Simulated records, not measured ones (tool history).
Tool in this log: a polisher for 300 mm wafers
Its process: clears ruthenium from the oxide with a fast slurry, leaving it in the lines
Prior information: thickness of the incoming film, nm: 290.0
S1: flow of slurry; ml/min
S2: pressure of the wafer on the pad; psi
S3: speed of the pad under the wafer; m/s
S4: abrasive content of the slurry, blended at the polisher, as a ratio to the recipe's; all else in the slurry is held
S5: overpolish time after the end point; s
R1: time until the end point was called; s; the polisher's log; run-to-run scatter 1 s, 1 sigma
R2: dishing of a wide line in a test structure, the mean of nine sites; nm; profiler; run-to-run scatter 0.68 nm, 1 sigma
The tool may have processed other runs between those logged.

run 1 hour=0.0 | S1=190 S2=1.8 S3=0.82 S4=1.0 S5=26 | R1=133.22 R2=42.496
run 2 hour=1.2 | S1=195 S2=1.9 S3=0.82 S4=1.0 S5=24 | R1=126.29 R2=41.418
run 3 hour=8.8 | S1=170 S2=1.9 S3=0.82 S4=1.0 S5=24 | R1=129.72 R2=40.854
run 4 hour=16.7 | S1=170 S2=1.9 S3=0.76 S4=1.0 S5=24 | R1=139.70 R2=39.643
run 5 hour=20.2 | S1=170 S2=1.9 S3=0.86 S4=1.0 S5=24 | R1=124.96 R2=41.875
run 6 hour=24.4 | S1=200 S2=1.9 S3=0.86 S4=1.0 S5=24 | R1=119.28 R2=41.248
run 7 hour=32.7 | S1=210 S2=1.9 S3=0.86 S4=1.0 S5=24 | R1=122.58 R2=43.396
run 8 hour=39.5 | S1=210 S2=2.0 S3=0.86 S4=1.0 S5=22 | R1=116.71 R2=42.148

Estimate the outcome of run 9 from the log above:
run 9 hour=43.4 | S1=225 S2=2.1 S3=0.86 S4=1.0 S5=18 | R1=? R2=?

R1: 109.18 s
R2: 37.443 nm
